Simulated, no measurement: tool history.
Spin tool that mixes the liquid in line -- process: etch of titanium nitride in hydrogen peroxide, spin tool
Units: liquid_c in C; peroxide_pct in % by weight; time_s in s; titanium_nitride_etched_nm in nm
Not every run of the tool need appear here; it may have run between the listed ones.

Run 1, hour 0.0: liquid_c 52.0 C, peroxide_pct 23 % by weight, time_s 285 s. Result: titanium_nitride_etched_nm 8.1741 nm.
Run 2, hour 8.6: liquid_c 52.0 C, peroxide_pct 23 % by weight, time_s 305 s. Result: titanium_nitride_etched_nm 8.8319 nm.
Run 3, hour 10.3: liquid_c 49.5 C, peroxide_pct 23 % by weight, time_s 305 s. Result: titanium_nitride_etched_nm 7.2720 nm.
Run 4, hour 18.4: liquid_c 52.0 C, peroxide_pct 23 % by weight, time_s 305 s. Result: titanium_nitride_etched_nm 8.6932 nm.
Run 5, hour 26.6: liquid_c 57.5 C, peroxide_pct 23 % by weight, time_s 305 s. Result: titanium_nitride_etched_nm 12.8430 nm.
Run 6, hour 35.2: liquid_c 54.0 C, peroxide_pct 23 % by weight, time_s 305 s. Result: titanium_nitride_etched_nm 10.0360 nm.
Run 7, hour 36.4: liquid_c 51.0 C, peroxide_pct 23 % by weight, time_s 305 s. Result: titanium_nitride_etched_nm 8.1398 nm.

Run 8 comes next. What will it give?
Run 8, hour 42.3: liquid_c 48.5 C, peroxide_pct 23 % by weight, time_s 305 s. Result: titanium_nitride_etched_nm ?.

{"run 8": {"titanium_nitride_etched_nm": 6.8249}}
